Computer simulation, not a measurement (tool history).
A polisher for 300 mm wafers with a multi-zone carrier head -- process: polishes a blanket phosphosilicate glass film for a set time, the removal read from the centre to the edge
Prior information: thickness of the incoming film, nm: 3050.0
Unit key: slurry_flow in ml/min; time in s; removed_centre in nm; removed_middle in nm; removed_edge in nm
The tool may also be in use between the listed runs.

| run | day | slurry_flow | centre_zone | middle_zone | edge_zone | slurry_solids | time | removed_centre | removed_middle | removed_edge |
|---|---|---|---|---|---|---|---|---|---|---|
| 1 | 0 | 245 | 1 | 1 | 1 | 1 | 51 | 537.41 | 529.27 | 533.09 |
| 2 | 0.133 | 245 | 1 | 1 | 1 | 1 | 58 | 602.56 | 589.39 | 613.01 |
| 3 | 0.162 | 240 | 0.96 | 1 | 0.98 | 0.9 | 56 | 530.87 | 531.7 | 550.39 |
| 4 | 0.188 | 240 | 0.96 | 1 | 0.98 | 0.9 | 68 | 628.12 | 654.7 | 658.77 |
| 5 | 0.546 | 240 | 1.04 | 1 | 0.98 | 0.9 | 68 | 675 | 663.5 | 651.62 |
| 6 | 0.771 | 240 | 1.13 | 1 | 0.98 | 0.9 | 68 | 727.61 | 656.69 | 659.56 |
| 7 | 0.867 | 225 | 1.06 | 1.01 | 0.98 | 0.8 | 65 | 598.54 | 561.21 | 571.6 |
| 8 | 0.933 | 210 | 1.01 | 1.04 | 0.97 | 0.75 | 64 | 534.99 | 532.93 | 522.54 |
| 9 | 1.275 | 200 | 0.97 | 1.05 | 0.98 | 0.7 | 63 | 462.34 | 504.53 | 482.54 |
| 10 | 1.65 | 190 | 0.95 | 1.05 | 0.98 | 0.65 | 63 | 419.47 | 458.07 | 441.96 |
| 11 | 1.746 | 180 | 0.93 | 1.05 | 0.98 | 0.65 | 63 | 414.61 | 453.6 | 438.59 |
| 12 | 2.083 | 175 | 0.91 | 1.05 | 0.98 | 0.65 | 63 | 400.72 | 458.95 | 451.88 |

For run 13, what comes out?
| 13 | 2.454 | 170 | 0.9 | 1.05 | 0.97 | 0.65 | 63 | ? | ? | ? |

Run 13 came out at removed_centre 388.86 nm, removed_middle 439.44 nm, removed_edge 438.18 nm.
